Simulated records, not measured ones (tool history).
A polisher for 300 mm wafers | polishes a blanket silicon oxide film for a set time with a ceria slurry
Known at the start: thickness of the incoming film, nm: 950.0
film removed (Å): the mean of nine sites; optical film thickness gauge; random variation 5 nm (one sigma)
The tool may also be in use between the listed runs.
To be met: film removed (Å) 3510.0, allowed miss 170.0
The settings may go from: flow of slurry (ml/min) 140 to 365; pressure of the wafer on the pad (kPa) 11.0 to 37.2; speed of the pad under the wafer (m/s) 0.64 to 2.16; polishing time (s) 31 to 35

run,hour,flow of slurry (ml/min),pressure of the wafer on the pad (kPa),speed of the pad under the wafer (m/s),polishing time (s),film removed (Å)
1,0.0,235,24.1,1.40,35,2330.7
2,3.2,235,24.8,1.40,35,2527.3
3,10.4,235,24.8,1.40,31,2214.3
4,12.0,235,26.2,1.40,31,2319.9
5,19.4,235,27.6,1.40,31,2390.7
6,27.9,235,28.3,1.42,31,2552.9
7,32.5,235,29.0,1.42,31,2530.8
8,34.6,235,29.6,1.44,31,2653.1
9,36.9,235,30.3,1.44,31,2688.0
10,44.8,235,31.0,1.46,31,2829.4
11,52.8,235,31.7,1.46,31,2925.2
12,57.8,235,32.4,1.46,31,2994.6
13,64.3,235,33.1,1.46,31,3076.2
14,71.1,235,33.8,1.46,31,3098.2

Which of these 5 next moves meets every target?
A,77.9,240,31.0,1.50,31,?
B,77.9,280,29.6,1.42,34,?
C,77.9,220,33.1,1.36,31,?
D,77.9,240,31.7,1.40,35,?
E,77.9,245,35.9,1.54,32,?

move,film removed (Å)
A,2889.3
B,2913.5
C,2775.2
D,3117.0
E,3531.3
A: further off than the last run
B: further off than the last run
C: further off than the last run
D: as far off as the last run
E: meets every target
Move E is the one to make.
